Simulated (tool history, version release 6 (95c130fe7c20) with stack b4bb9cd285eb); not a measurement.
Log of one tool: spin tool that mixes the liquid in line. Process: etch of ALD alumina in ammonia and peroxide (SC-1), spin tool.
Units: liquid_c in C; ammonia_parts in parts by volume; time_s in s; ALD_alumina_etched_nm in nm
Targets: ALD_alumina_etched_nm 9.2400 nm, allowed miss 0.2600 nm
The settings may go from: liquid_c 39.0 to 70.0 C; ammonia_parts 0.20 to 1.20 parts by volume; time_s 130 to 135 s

run 1 hour=0.0 | liquid_c=55.0 ammonia_parts=0.75 time_s=130 | ALD_alumina_etched_nm=14.7010
run 2 hour=8.7 | liquid_c=53.5 ammonia_parts=0.75 time_s=130 | ALD_alumina_etched_nm=13.4910
run 3 hour=15.5 | liquid_c=52.5 ammonia_parts=0.75 time_s=130 | ALD_alumina_etched_nm=12.8470
run 4 hour=20.7 | liquid_c=51.5 ammonia_parts=0.75 time_s=130 | ALD_alumina_etched_nm=12.1710
run 5 hour=22.0 | liquid_c=50.5 ammonia_parts=0.75 time_s=130 | ALD_alumina_etched_nm=11.5890
-- hour=27.2 ammonia flow meter replaced
run 6 hour=27.2 | liquid_c=50.0 ammonia_parts=0.75 time_s=130 | ALD_alumina_etched_nm=11.0940
run 7 hour=28.1 | liquid_c=49.5 ammonia_parts=0.75 time_s=130 | ALD_alumina_etched_nm=10.8130
run 8 hour=32.1 | liquid_c=46.0 ammonia_parts=0.75 time_s=130 | ALD_alumina_etched_nm=8.9031

Which of these 4 next moves meets every target?
run A hour=36.1 | liquid_c=45.5 ammonia_parts=0.65 time_s=130 | ALD_alumina_etched_nm=?
run B hour=36.1 | liquid_c=46.5 ammonia_parts=0.50 time_s=135 | ALD_alumina_etched_nm=?
run C hour=36.1 | liquid_c=44.5 ammonia_parts=0.80 time_s=135 | ALD_alumina_etched_nm=?
run D hour=36.1 | liquid_c=45.5 ammonia_parts=0.80 time_s=130 | ALD_alumina_etched_nm=?

move=A ALD_alumina_etched_nm=8.6183
move=B ALD_alumina_etched_nm=9.2370
move=C ALD_alumina_etched_nm=8.6233
move=D ALD_alumina_etched_nm=8.7904
A: further off than the last run
B: meets every target
C: further off than the last run
D: further off than the last run
Answer: B
